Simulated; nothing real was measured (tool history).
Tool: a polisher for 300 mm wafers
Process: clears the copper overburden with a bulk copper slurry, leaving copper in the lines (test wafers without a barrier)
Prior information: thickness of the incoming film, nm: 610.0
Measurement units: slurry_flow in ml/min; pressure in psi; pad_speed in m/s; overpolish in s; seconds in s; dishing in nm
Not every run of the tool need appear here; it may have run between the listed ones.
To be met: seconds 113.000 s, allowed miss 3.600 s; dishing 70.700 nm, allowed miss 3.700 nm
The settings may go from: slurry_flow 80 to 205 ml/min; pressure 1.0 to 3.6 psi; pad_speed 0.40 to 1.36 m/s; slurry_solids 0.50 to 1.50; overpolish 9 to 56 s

{"run": 1, "day": 0.0, "slurry_flow": 135, "pressure": 2.3, "pad_speed": 0.88, "slurry_solids": 1.0, "overpolish": 29, "seconds": 81.486, "dishing": 76.041}
{"run": 2, "day": 0.204, "slurry_flow": 135, "pressure": 2.3, "pad_speed": 0.88, "slurry_solids": 1.15, "overpolish": 29, "seconds": 80.91, "dishing": 78.188}
{"run": 3, "day": 0.458, "slurry_flow": 110, "pressure": 2.3, "pad_speed": 0.88, "slurry_solids": 1.15, "overpolish": 29, "seconds": 83.725, "dishing": 73.731}
{"run": 4, "day": 0.817, "slurry_flow": 110, "pressure": 2.2, "pad_speed": 0.88, "slurry_solids": 1.15, "overpolish": 30, "seconds": 87.59, "dishing": 74.091}
{"run": 5, "day": 1.042, "slurry_flow": 110, "pressure": 2.2, "pad_speed": 0.88, "slurry_solids": 1.15, "overpolish": 20, "seconds": 88.168, "dishing": 65.052}
{"run": 6, "day": 1.408, "slurry_flow": 110, "pressure": 2.1, "pad_speed": 0.88, "slurry_solids": 1.15, "overpolish": 22, "seconds": 88.776, "dishing": 65.455}
{"run": 7, "day": 1.725, "slurry_flow": 110, "pressure": 2.0, "pad_speed": 0.88, "slurry_solids": 1.15, "overpolish": 24, "seconds": 92.059, "dishing": 64.676}
{"run": 8, "day": 2.033, "slurry_flow": 110, "pressure": 1.9, "pad_speed": 0.88, "slurry_solids": 1.15, "overpolish": 27, "seconds": 97.541, "dishing": 69.414}
{"run": 9, "day": 2.258, "slurry_flow": 110, "pressure": 1.9, "pad_speed": 0.88, "slurry_solids": 1.15, "overpolish": 28, "seconds": 96.647, "dishing": 70.132}
{"run": 10, "day": 2.533, "slurry_flow": 110, "pressure": 1.8, "pad_speed": 0.88, "slurry_solids": 1.15, "overpolish": 29, "seconds": 102.04, "dishing": 68.377}
{"run": 11, "day": 2.758, "slurry_flow": 110, "pressure": 1.8, "pad_speed": 0.88, "slurry_solids": 1.15, "overpolish": 30, "seconds": 100.5, "dishing": 68.962}
{"day": 2.8, "done": "slurry nozzle cleaned"}
{"run": 12, "day": 2.8, "slurry_flow": 110, "pressure": 1.8, "pad_speed": 0.88, "slurry_solids": 1.15, "overpolish": 31, "seconds": 95.928, "dishing": 70.678}
{"run": 13, "day": 2.958, "slurry_flow": 110, "pressure": 1.8, "pad_speed": 0.88, "slurry_solids": 1.15, "overpolish": 31, "seconds": 95.49, "dishing": 69.728}
{"run": 14, "day": 3.208, "slurry_flow": 110, "pressure": 1.7, "pad_speed": 0.88, "slurry_solids": 1.15, "overpolish": 32, "seconds": 100.31, "dishing": 69.585}
{"run": 15, "day": 3.542, "slurry_flow": 110, "pressure": 1.7, "pad_speed": 0.88, "slurry_solids": 1.15, "overpolish": 33, "seconds": 101.46, "dishing": 72.071}

Next run, 5 choices. One meets every target within its allowed miss, the rest don't. Which?
{"run": "A", "day": 3.875, "slurry_flow": 155, "pressure": 2.0, "pad_speed": 0.62, "slurry_solids": 1.25, "overpolish": 51, "seconds": "?", "dishing": "?"}
{"run": "B", "day": 3.875, "slurry_flow": 110, "pressure": 1.7, "pad_speed": 0.78, "slurry_solids": 1.25, "overpolish": 33, "seconds": "?", "dishing": "?"}
{"run": "C", "day": 3.875, "slurry_flow": 95, "pressure": 1.7, "pad_speed": 0.72, "slurry_solids": 1.45, "overpolish": 36, "seconds": "?", "dishing": "?"}
{"run": "D", "day": 3.875, "slurry_flow": 100, "pressure": 1.2, "pad_speed": 1.02, "slurry_solids": 0.95, "overpolish": 32, "seconds": "?", "dishing": "?"}
{"run": "E", "day": 3.875, "slurry_flow": 170, "pressure": 2.3, "pad_speed": 0.56, "slurry_solids": 1.05, "overpolish": 53, "seconds": "?", "dishing": "?"}

move=A seconds=104.810 dishing=80.479
move=B seconds=108.310 dishing=69.589
move=C seconds=115.190 dishing=70.191
move=D seconds=123.630 dishing=62.564
move=E seconds=103.870 dishing=83.113
A: gains on the last run, yet a result remains outside its allowed miss
B: gains on the last run, yet a result remains outside its allowed miss
C: in spec on every target
D: carries the result that was furthest off beyond its target, to the other side
E: roughly where the last run was
Correct choice: C, which meets every target

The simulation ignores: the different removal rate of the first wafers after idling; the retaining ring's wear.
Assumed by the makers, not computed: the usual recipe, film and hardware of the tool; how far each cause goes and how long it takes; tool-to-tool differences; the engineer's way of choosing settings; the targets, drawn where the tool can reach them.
